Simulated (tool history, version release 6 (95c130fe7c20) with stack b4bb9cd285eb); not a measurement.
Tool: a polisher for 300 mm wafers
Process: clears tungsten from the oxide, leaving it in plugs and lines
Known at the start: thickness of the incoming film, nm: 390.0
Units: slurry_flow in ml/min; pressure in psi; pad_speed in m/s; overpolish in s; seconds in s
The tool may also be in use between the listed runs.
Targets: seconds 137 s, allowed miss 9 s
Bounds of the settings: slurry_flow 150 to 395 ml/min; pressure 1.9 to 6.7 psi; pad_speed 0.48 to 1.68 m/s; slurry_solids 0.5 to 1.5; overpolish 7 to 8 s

run,day,slurry_flow,pressure,pad_speed,slurry_solids,overpolish,seconds
1,0,250,4.3,1.08,1,8,82.844
2,0.375,280,4.3,1.08,1,8,81.847
3,0.638,280,3.7,1.06,1,8,96.747
4,0.975,280,3.7,1.06,1,7,100.38
5,1.133,280,3.7,1.06,1,7,99.523
6,1.204,280,3.7,1.06,1,8,99.373
7,1.492,280,3.4,1.04,1,8,105.52
8,1.671,280,3.1,1.02,1,8,122.62
9,1.838,280,3,1.02,1,8,126.58

5 next moves are on the table. One of them brings every result within its allowed miss. Which?
A,2.004,300,2.6,1.06,1.1,7,?
B,2.004,305,3,1.2,0.85,7,?
C,2.004,375,2.4,0.96,0.85,8,?
D,2.004,340,4,0.78,0.95,7,?
E,2.004,255,2.6,1.32,0.95,7,?

move,seconds
A,136.2
B,111.39
C,168.11
D,123.73
E,115.69
A: meets every target
B: further off than the last run
C: takes the result that was furthest off past its target
D: further off than the last run
E: further off than the last run
Move A is the one to make.

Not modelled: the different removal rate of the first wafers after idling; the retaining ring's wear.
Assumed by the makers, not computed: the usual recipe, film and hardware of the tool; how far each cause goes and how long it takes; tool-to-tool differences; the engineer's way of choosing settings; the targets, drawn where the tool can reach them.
